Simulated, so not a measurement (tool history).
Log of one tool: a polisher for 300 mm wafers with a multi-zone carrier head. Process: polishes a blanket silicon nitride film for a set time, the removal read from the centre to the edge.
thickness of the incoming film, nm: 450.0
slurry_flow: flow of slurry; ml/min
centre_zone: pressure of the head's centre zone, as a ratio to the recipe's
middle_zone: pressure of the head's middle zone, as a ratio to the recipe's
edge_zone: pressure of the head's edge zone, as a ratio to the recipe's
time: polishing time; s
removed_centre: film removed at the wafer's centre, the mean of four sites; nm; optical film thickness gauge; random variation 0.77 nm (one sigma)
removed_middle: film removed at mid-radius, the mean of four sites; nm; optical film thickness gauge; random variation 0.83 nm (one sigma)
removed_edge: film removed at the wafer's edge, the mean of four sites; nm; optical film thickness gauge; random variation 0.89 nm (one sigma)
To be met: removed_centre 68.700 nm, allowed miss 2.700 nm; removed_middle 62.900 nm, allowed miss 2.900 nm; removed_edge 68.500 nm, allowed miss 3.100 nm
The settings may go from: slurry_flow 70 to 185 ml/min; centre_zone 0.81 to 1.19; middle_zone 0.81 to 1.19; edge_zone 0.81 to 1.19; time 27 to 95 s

run,hour,slurry_flow,centre_zone,middle_zone,edge_zone,time,removed_centre,removed_middle,removed_edge
1,0.0,120,1.00,1.00,1.00,61,79.945,80.914,78.357
2,6.1,115,1.00,0.98,0.99,60,78.026,75.837,76.892
3,7.9,110,1.00,0.97,0.98,60,76.694,76.401,75.700
4,14.4,125,1.00,0.97,0.98,60,77.887,78.899,76.738
5,21.0,120,1.00,0.96,0.97,59,77.504,75.793,75.887
6,23.1,120,1.00,0.96,0.91,59,77.161,77.768,73.331
7,30.4,115,1.00,0.95,0.91,59,74.714,76.292,72.660
8,36.5,110,1.00,0.94,0.91,59,75.029,73.941,72.936
9,42.7,105,1.00,0.93,0.91,59,76.434,70.235,73.132
10,44.9,100,0.99,0.93,0.91,59,73.974,71.488,71.560
11,52.8,100,0.99,0.92,0.91,59,73.218,70.650,71.396
12,56.6,95,0.99,0.91,0.91,59,74.235,69.885,71.842
# hour 59.7: edge zone pressure recalibrated
13,59.7,95,0.99,0.91,0.91,59,72.814,70.434,74.861
14,61.9,95,0.99,0.91,0.90,58,72.442,68.810,72.414

4 next moves are on the table. One of them brings every result within its allowed miss. Which?
A,64.1,90,1.01,0.89,0.86,55,?,?,?
B,64.1,100,1.03,0.92,0.94,49,?,?,?
C,64.1,85,1.07,0.81,0.95,54,?,?,?
D,64.1,120,1.19,0.93,0.86,50,?,?,?

move,removed_centre,removed_middle,removed_edge
A,68.880,61.366,67.202
B,63.930,57.349,62.992
C,69.705,55.331,68.209
D,76.203,61.136,63.543
A: meets every target
B: takes the result that was furthest off past its target
C: takes the result that was furthest off past its target
D: brings the result that was furthest off to its target, and leaves another outside
The right move is A.

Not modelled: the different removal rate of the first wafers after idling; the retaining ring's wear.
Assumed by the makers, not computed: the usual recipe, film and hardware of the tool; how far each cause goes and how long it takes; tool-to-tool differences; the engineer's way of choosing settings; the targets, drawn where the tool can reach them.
